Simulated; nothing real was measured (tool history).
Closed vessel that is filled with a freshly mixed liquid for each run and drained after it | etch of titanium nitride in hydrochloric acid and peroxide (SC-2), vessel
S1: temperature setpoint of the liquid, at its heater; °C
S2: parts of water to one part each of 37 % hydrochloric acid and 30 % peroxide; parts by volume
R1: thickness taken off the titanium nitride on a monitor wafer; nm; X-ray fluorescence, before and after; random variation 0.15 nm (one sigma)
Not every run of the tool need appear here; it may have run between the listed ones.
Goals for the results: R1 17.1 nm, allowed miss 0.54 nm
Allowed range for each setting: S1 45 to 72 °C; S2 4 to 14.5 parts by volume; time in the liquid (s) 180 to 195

Run 1, hour 0: S1 61 °C, S2 8 parts by volume, time in the liquid (s) 180. Result: R1 10.19 nm.
Run 2, hour 1.8: S1 61 °C, S2 10 parts by volume, time in the liquid (s) 180. Result: R1 8.687 nm.
Run 3, hour 9.5: S1 61 °C, S2 11.5 parts by volume, time in the liquid (s) 180. Result: R1 7.4396 nm.
Run 4, hour 14.9: S1 56 °C, S2 11.5 parts by volume, time in the liquid (s) 180. Result: R1 5.5193 nm.
Run 5, hour 21.7: S1 58.5 °C, S2 11.5 parts by volume, time in the liquid (s) 180. Result: R1 6.524 nm.
Run 6, hour 25.5: S1 58.5 °C, S2 11.5 parts by volume, time in the liquid (s) 180. Result: R1 6.4879 nm.
Run 7, hour 32.8: S1 58.5 °C, S2 11.5 parts by volume, time in the liquid (s) 180. Result: R1 6.4774 nm.
Run 8, hour 35.8: S1 60 °C, S2 11.5 parts by volume, time in the liquid (s) 180. Result: R1 7.15 nm.
Run 9, hour 39.7: S1 61.5 °C, S2 11.5 parts by volume, time in the liquid (s) 180. Result: R1 7.7978 nm.
Run 10, hour 47.2: S1 63 °C, S2 11.5 parts by volume, time in the liquid (s) 180. Result: R1 8.6112 nm.
Run 11, hour 51.4: S1 64 °C, S2 11.5 parts by volume, time in the liquid (s) 180. Result: R1 9.0449 nm.
Run 12, hour 52.6: S1 65 °C, S2 11.5 parts by volume, time in the liquid (s) 180. Result: R1 9.5751 nm.
Run 13, hour 58.6: S1 65 °C, S2 11.5 parts by volume, time in the liquid (s) 180. Result: R1 9.5574 nm.

Exercise: of the 5 proposed moves below, exactly one satisfies all targets within the stated allowed misses. Which move is it?
Run A, hour 64.6: S1 70 °C, S2 8.5 parts by volume, time in the liquid (s) 195. Result: R1 ?.
Run B, hour 64.6: S1 71 °C, S2 9.5 parts by volume, time in the liquid (s) 190. Result: R1 ?.
Run C, hour 64.6: S1 71.5 °C, S2 9.5 parts by volume, time in the liquid (s) 195. Result: R1 ?.
Run D, hour 64.6: S1 70.5 °C, S2 9 parts by volume, time in the liquid (s) 195. Result: R1 ?.
Run E, hour 64.6: S1 70 °C, S2 10 parts by volume, time in the liquid (s) 195. Result: R1 ?.

move      R1
   A  18.338
   B  17.305
   C  18.289
   D  18.029
   E  16.046
A: moves the result that the last run missed by most past its target, out the other side
B: meets every target
C: moves the result that the last run missed by most past its target, out the other side
D: moves the result that the last run missed by most past its target, out the other side
E: closes in on the targets versus the last run, not all within tolerance yet
Answer: B
